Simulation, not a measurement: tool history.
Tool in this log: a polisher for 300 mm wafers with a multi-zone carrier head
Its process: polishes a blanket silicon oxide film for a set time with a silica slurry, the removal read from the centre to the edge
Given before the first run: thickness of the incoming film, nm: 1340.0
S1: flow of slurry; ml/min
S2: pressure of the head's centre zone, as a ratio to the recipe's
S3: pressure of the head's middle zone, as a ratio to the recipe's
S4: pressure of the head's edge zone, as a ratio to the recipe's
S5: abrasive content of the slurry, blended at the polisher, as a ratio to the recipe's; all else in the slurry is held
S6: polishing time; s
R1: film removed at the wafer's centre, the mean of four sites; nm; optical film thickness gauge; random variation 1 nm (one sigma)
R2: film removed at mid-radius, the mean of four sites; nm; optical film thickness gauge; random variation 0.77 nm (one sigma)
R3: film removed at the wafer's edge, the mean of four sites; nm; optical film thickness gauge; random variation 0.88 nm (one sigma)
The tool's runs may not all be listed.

run	hour	S1	S2	S3	S4	S5	S6	R1	R2	R3
1	0.0	185	1.00	1.00	1.00	1.00	48	226.710	227.770	224.830
2	4.0	185	1.00	1.07	1.00	1.00	48	225.180	238.280	224.880
3	11.8	185	1.00	1.07	1.00	1.15	48	240.970	256.760	239.170
4	16.7	220	1.00	1.07	1.00	1.15	48	248.470	264.790	241.960
5	19.9	220	1.09	1.07	1.00	1.15	48	268.680	261.010	246.330
6	23.9	220	1.09	1.07	1.07	1.15	48	270.370	264.970	253.570
7	30.3	170	0.99	0.97	0.97	0.90	34	148.710	146.690	145.500
8	35.1	160	0.97	0.94	0.95	0.80	33	130.690	127.020	131.490
9	37.5	155	0.89	0.89	0.85	0.55	29	82.867	83.877	86.758
10	38.9	165	0.89	0.89	0.87	0.55	29	82.522	84.463	87.370

Run 11 comes next. What will it give?
11	44.3	165	0.90	0.89	0.89	0.55	29	?	?	?

Run 11 gave R1 82.681 nm, R2 84.850 nm, R3 89.595 nm.
